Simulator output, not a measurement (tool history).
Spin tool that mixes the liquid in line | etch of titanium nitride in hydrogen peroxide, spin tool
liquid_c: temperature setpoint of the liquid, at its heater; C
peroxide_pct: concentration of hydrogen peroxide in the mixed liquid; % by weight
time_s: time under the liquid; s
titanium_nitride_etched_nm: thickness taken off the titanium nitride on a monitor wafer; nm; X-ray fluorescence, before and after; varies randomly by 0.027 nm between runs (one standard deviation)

{"run": 1, "hour": 0.0, "liquid_c": 55, "peroxide_pct": 21, "time_s": 270, "titanium_nitride_etched_nm": 11.114}
{"run": 2, "hour": 3.4, "liquid_c": 52.5, "peroxide_pct": 21, "time_s": 270, "titanium_nitride_etched_nm": 9.2668}
{"run": 3, "hour": 5.3, "liquid_c": 51, "peroxide_pct": 21, "time_s": 270, "titanium_nitride_etched_nm": 8.3085}
{"run": 4, "hour": 11.6, "liquid_c": 51, "peroxide_pct": 21, "time_s": 270, "titanium_nitride_etched_nm": 8.2845}
{"run": 5, "hour": 12.8, "liquid_c": 48.5, "peroxide_pct": 21, "time_s": 270, "titanium_nitride_etched_nm": 6.992}
{"run": 6, "hour": 19.0, "liquid_c": 48, "peroxide_pct": 21, "time_s": 270, "titanium_nitride_etched_nm": 6.6574}
{"run": 7, "hour": 27.0, "liquid_c": 47.5, "peroxide_pct": 21, "time_s": 270, "titanium_nitride_etched_nm": 6.434}

Estimate the outcome of run 8 from the log above:
{"run": 8, "hour": 27.7, "liquid_c": 47, "peroxide_pct": 21, "time_s": 270, "titanium_nitride_etched_nm": "?"}

titanium_nitride_etched_nm: 6.2466 nm
